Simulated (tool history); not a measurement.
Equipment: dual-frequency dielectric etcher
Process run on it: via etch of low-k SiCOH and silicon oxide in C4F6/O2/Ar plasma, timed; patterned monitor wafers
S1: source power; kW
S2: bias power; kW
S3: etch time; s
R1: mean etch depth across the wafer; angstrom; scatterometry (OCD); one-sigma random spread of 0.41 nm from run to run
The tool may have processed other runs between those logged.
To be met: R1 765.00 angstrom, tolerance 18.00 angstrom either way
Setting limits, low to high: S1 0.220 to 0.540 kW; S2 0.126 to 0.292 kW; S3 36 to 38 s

{"run": 1, "hour": 0.0, "S1": 0.38, "S2": 0.209, "S3": 36, "R1": 886.61}
{"run": 2, "hour": 3.0, "S1": 0.38, "S2": 0.245, "S3": 36, "R1": 927.38}
{"run": 3, "hour": 9.7, "S1": 0.38, "S2": 0.245, "S3": 36, "R1": 937.78}
{"run": 4, "hour": 10.4, "S1": 0.36, "S2": 0.241, "S3": 36, "R1": 916.56}
{"run": 5, "hour": 13.9, "S1": 0.34, "S2": 0.241, "S3": 36, "R1": 901.76}
{"run": 6, "hour": 19.2, "S1": 0.33, "S2": 0.235, "S3": 36, "R1": 885.38}
{"run": 7, "hour": 20.3, "S1": 0.32, "S2": 0.23, "S3": 36, "R1": 874.84}
{"hour": 26.1, "done": "bias power generator calibrated"}
{"run": 8, "hour": 26.1, "S1": 0.31, "S2": 0.225, "S3": 36, "R1": 859.96}
{"run": 9, "hour": 27.9, "S1": 0.3, "S2": 0.221, "S3": 36, "R1": 852.04}
{"run": 10, "hour": 28.5, "S1": 0.29, "S2": 0.217, "S3": 36, "R1": 839.11}
{"run": 11, "hour": 36.8, "S1": 0.28, "S2": 0.214, "S3": 36, "R1": 839.38}
{"run": 12, "hour": 44.0, "S1": 0.27, "S2": 0.209, "S3": 36, "R1": 821.56}
{"run": 13, "hour": 49.1, "S1": 0.26, "S2": 0.206, "S3": 36, "R1": 811.14}

5 next moves are on the table. One of them brings every result within its allowed miss. Which?
{"run": "A", "hour": 54.2, "S1": 0.24, "S2": 0.183, "S3": 36, "R1": "?"}
{"run": "B", "hour": 54.2, "S1": 0.25, "S2": 0.246, "S3": 37, "R1": "?"}
{"run": "C", "hour": 54.2, "S1": 0.25, "S2": 0.227, "S3": 37, "R1": "?"}
{"run": "D", "hour": 54.2, "S1": 0.27, "S2": 0.2, "S3": 36, "R1": "?"}
{"run": "E", "hour": 54.2, "S1": 0.3, "S2": 0.207, "S3": 38, "R1": "?"}

move=A R1=756.10
move=B R1=858.94
move=C R1=837.49
move=D R1=798.32
move=E R1=873.83
A: all results in spec
B: misses by more than the last run did
C: misses by more than the last run did
D: an improvement on the last run, though not all results are within tolerance
E: misses by more than the last run did
A meets every target.
